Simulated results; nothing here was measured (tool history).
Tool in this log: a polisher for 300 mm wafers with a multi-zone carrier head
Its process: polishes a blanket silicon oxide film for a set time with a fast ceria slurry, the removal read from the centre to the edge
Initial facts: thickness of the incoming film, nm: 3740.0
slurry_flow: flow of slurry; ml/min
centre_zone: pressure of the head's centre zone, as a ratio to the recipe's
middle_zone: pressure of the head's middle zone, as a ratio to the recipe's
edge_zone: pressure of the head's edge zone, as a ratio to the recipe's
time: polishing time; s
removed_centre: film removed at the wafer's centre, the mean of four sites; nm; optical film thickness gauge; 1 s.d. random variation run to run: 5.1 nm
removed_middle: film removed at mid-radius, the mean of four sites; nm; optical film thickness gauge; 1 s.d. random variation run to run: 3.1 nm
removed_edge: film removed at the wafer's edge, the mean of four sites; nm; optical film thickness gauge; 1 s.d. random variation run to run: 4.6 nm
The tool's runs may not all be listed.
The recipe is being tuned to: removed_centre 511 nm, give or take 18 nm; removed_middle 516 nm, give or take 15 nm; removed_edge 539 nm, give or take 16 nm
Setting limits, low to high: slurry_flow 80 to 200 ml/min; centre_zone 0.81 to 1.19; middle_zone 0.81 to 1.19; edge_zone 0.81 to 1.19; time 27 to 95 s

run 1 day=0 | slurry_flow=130 centre_zone=1 middle_zone=1 edge_zone=1 time=61 | removed_centre=768.86 removed_middle=785.61 removed_edge=792.07
run 2 day=0.108 | slurry_flow=125 centre_zone=0.98 middle_zone=0.97 edge_zone=0.96 time=56 | removed_centre=690.98 removed_middle=695.87 removed_edge=720.15
run 3 day=0.262 | slurry_flow=125 centre_zone=0.98 middle_zone=0.97 edge_zone=0.99 time=56 | removed_centre=691.15 removed_middle=698.36 removed_edge=730
run 4 day=0.317 | slurry_flow=120 centre_zone=0.97 middle_zone=0.96 edge_zone=0.96 time=52 | removed_centre=621.63 removed_middle=641.6 removed_edge=663.33
run 5 day=0.496 | slurry_flow=120 centre_zone=0.97 middle_zone=0.96 edge_zone=1.01 time=52 | removed_centre=630.82 removed_middle=626.23 removed_edge=677.71
run 6 day=0.842 | slurry_flow=120 centre_zone=0.97 middle_zone=1.04 edge_zone=1.01 time=52 | removed_centre=620.92 removed_middle=679.43 removed_edge=670.44
run 7 day=1.062 | slurry_flow=95 centre_zone=0.93 middle_zone=0.94 edge_zone=0.91 time=42 | removed_centre=455.25 removed_middle=472.36 removed_edge=490.92
run 8 day=1.233 | slurry_flow=105 centre_zone=0.93 middle_zone=0.94 edge_zone=0.91 time=42 | removed_centre=479.32 removed_middle=485.86 removed_edge=509.9
run 9 day=1.596 | slurry_flow=110 centre_zone=0.93 middle_zone=0.94 edge_zone=0.91 time=42 | removed_centre=476.65 removed_middle=493.89 removed_edge=515.35
run 10 day=1.621 | slurry_flow=115 centre_zone=0.94 middle_zone=0.94 edge_zone=0.91 time=42 | removed_centre=489.61 removed_middle=497.49 removed_edge=520.73
run 11 day=1.817 | slurry_flow=120 centre_zone=0.94 middle_zone=0.94 edge_zone=0.91 time=42 | removed_centre=496.53 removed_middle=507.55 removed_edge=523.91

Pick the move, out of 4, that brings all results within their allowed miss; only one does.
run A day=2.012 | slurry_flow=130 centre_zone=0.92 middle_zone=0.93 edge_zone=0.92 time=43 | removed_centre=? removed_middle=? removed_edge=?
run B day=2.012 | slurry_flow=105 centre_zone=0.95 middle_zone=0.86 edge_zone=0.96 time=44 | removed_centre=? removed_middle=? removed_edge=?
run C day=2.012 | slurry_flow=125 centre_zone=0.9 middle_zone=0.99 edge_zone=1.01 time=41 | removed_centre=? removed_middle=? removed_edge=?
run D day=2.012 | slurry_flow=130 centre_zone=0.9 middle_zone=1.01 edge_zone=0.86 time=40 | removed_centre=? removed_middle=? removed_edge=?

move=A removed_centre=513.05 removed_middle=516.34 removed_edge=551.09
move=B removed_centre=500.78 removed_middle=467.35 removed_edge=553.33
move=C removed_centre=477.73 removed_middle=513.86 removed_edge=545.15
move=D removed_centre=471.25 removed_middle=514.87 removed_edge=496.58
A: in spec on every target
B: gets the furthest-off result to its target, but another result is out of tolerance
C: gets the furthest-off result to its target, but another result is out of tolerance
D: moves away from the targets compared with the last run
So the answer is move A, the one that meets all the targets.
